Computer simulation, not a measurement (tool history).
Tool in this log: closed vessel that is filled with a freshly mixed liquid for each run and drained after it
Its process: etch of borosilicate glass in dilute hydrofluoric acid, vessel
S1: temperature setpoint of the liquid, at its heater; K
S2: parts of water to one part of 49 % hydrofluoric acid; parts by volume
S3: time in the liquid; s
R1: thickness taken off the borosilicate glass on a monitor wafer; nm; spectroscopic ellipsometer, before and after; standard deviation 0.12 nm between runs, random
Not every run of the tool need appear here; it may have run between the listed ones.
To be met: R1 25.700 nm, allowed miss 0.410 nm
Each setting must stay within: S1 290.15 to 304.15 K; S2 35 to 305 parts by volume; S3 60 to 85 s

run  hour      S1   S2  S3      R1
  1   0.0  296.15  170  85  16.479
  2   1.8  296.15  170  85  16.647
  3   7.0  294.65  170  85  15.702
  4  13.7  294.65  170  85  15.561
  5  21.5  291.15  170  85  13.586
  6  24.6  292.65  170  85  14.484
     25.6  -- thermometer replaced
  7  25.6  294.15  170  85  14.367
  8  28.5  298.15  100  85  31.205
  9  33.9  297.65  100  85  30.475
 10  38.8  297.15  100  85  29.882

Consider the 5 candidate settings below. Which is the only one whose results all fall within their allowed miss of target?
  A  43.7  298.65  115  85   ?
  B  43.7  296.15  110  85   ?
  C  43.7  302.15  105  85   ?
  D  43.7  296.65   80  60   ?
  E  43.7  296.65   85  85   ?

move      R1
   A  26.841
   B  25.599
   C  34.039
   D  26.290
   E  34.835
A: nearer than the last run, and not there yet
B: all results land within tolerance of their targets
C: lands further from the targets than the last run did
D: nearer than the last run, and not there yet
E: lands further from the targets than the last run did
Go with B: it meets all targets.
